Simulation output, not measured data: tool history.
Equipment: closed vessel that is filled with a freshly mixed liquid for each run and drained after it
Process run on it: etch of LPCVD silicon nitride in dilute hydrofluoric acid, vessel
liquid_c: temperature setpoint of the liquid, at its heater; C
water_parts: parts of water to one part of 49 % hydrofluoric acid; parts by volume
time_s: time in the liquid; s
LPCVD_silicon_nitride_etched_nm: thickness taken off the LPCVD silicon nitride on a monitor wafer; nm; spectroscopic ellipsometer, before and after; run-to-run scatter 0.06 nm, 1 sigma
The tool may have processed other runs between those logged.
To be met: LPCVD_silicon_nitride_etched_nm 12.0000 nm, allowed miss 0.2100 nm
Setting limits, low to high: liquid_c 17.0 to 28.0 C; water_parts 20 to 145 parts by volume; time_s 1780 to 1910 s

run	hour	liquid_c	water_parts	time_s	LPCVD_silicon_nitride_etched_nm
1	0.0	20.0	80	1780	8.4898
2	1.7	21.0	80	1780	9.2437
3	10.0	21.0	110	1780	6.7326
4	11.9	18.0	110	1780	5.5293
5	20.6	17.0	110	1780	5.1366
6	23.0	17.0	135	1780	4.2011
7	27.3	20.5	125	1780	5.7232
8	30.2	20.5	125	1780	5.7229
9	36.4	23.0	115	1780	7.2639
10	41.3	23.0	115	1780	7.3079
11	44.7	24.5	110	1780	8.4550
12	54.0	25.5	105	1780	9.4657

4 next moves are on the table. One of them brings every result within its allowed miss. Which?
A	63.3	27.5	100	1800	?
B	63.3	25.5	85	1840	?
C	63.3	27.5	95	1865	?
D	63.3	26.5	95	1865	?

move	LPCVD_silicon_nitride_etched_nm
A	11.3820
B	12.0120
C	12.4120
D	11.6370
A: an improvement on the last run, though not all results are within tolerance
B: each result inside its tolerance
C: carries the result that was furthest off beyond its target, to the other side
D: an improvement on the last run, though not all results are within tolerance
Correct choice: B, which meets every target
